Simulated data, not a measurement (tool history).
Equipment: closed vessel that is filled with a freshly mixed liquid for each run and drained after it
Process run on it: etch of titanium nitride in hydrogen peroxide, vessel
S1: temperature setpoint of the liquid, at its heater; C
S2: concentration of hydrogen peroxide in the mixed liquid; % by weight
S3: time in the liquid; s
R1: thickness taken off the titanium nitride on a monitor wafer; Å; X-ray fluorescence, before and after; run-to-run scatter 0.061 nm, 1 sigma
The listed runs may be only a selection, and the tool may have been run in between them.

| run | hour | S1 | S2 | S3 | R1 |
|---|---|---|---|---|---|
| 1 | 0 | 55 | 26 | 270 | 104.34 |
| 2 | 5.9 | 49.5 | 26 | 270 | 71.288 |
| 3 | 15.3 | 49.5 | 26 | 270 | 70.603 |
| 4 | 22.2 | 51.5 | 26 | 270 | 81.683 |
| 5 | 23.8 | 53 | 26 | 270 | 91.26 |
| 6 | 29.6 | 53 | 23 | 270 | 88.856 |
| 7 | 38.3 | 54.5 | 23 | 270 | 97.415 |

Predict the results of run 8:
| 8 | 44.8 | 55.5 | 23 | 270 | ? |

{"run 8": {"R1": 105.24}}
